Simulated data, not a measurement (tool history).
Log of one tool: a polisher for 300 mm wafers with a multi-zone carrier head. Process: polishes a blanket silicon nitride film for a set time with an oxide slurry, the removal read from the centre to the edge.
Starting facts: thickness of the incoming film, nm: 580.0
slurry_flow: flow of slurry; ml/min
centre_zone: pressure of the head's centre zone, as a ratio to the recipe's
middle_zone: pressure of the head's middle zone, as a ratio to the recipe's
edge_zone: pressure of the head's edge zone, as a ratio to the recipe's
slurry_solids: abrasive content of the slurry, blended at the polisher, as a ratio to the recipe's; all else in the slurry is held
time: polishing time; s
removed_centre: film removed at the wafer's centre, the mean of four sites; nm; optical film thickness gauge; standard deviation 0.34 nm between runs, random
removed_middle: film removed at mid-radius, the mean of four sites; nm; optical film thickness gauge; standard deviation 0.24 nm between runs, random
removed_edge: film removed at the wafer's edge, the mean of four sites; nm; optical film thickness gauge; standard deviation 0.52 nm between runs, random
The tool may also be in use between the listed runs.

Run 1, hour 0: slurry_flow 275 ml/min, centre_zone 1, middle_zone 1, edge_zone 1, slurry_solids 1, time 70 s. Result: removed_centre 41.812 nm, removed_middle 42.41 nm, removed_edge 43.813 nm.
Run 2, hour 1.5: slurry_flow 275 ml/min, centre_zone 0.96, middle_zone 1, edge_zone 1, slurry_solids 1, time 70 s. Result: removed_centre 40.651 nm, removed_middle 42.847 nm, removed_edge 42.499 nm.
Run 3, hour 8.7: slurry_flow 325 ml/min, centre_zone 0.96, middle_zone 1, edge_zone 1, slurry_solids 1, time 70 s. Result: removed_centre 41.203 nm, removed_middle 43.637 nm, removed_edge 42.794 nm.
Run 4, hour 11.1: slurry_flow 320 ml/min, centre_zone 0.97, middle_zone 0.95, edge_zone 0.95, slurry_solids 0.95, time 70 s. Result: removed_centre 41.041 nm, removed_middle 41.226 nm, removed_edge 41.137 nm.
Run 5, hour 18.7: slurry_flow 320 ml/min, centre_zone 0.97, middle_zone 0.95, edge_zone 1.01, slurry_solids 0.95, time 70 s. Result: removed_centre 41.13 nm, removed_middle 40.623 nm, removed_edge 42.41 nm.
Run 6, hour 24.5: slurry_flow 320 ml/min, centre_zone 1.05, middle_zone 0.95, edge_zone 1.01, slurry_solids 0.95, time 70 s. Result: removed_centre 43.728 nm, removed_middle 40.287 nm, removed_edge 42.559 nm.
Run 7, hour 27.4: slurry_flow 310 ml/min, centre_zone 1.04, middle_zone 0.93, edge_zone 0.98, slurry_solids 0.9, time 70 s. Result: removed_centre 42.703 nm, removed_middle 39.399 nm, removed_edge 41.597 nm.
Run 8, hour 28.6: slurry_flow 310 ml/min, centre_zone 1.03, middle_zone 0.91, edge_zone 0.96, slurry_solids 0.85, time 70 s. Result: removed_centre 42.231 nm, removed_middle 37.845 nm, removed_edge 40.197 nm.

Run 9 has not been measured yet. What should we expect?
Run 9, hour 35.5: slurry_flow 305 ml/min, centre_zone 1.02, middle_zone 0.9, edge_zone 0.95, slurry_solids 0.85, time 70 s. Result: removed_centre ?, removed_middle ?, removed_edge ?.

Run 9 produced removed_centre 41.604 nm, removed_middle 37.759 nm, removed_edge 40.088 nm.
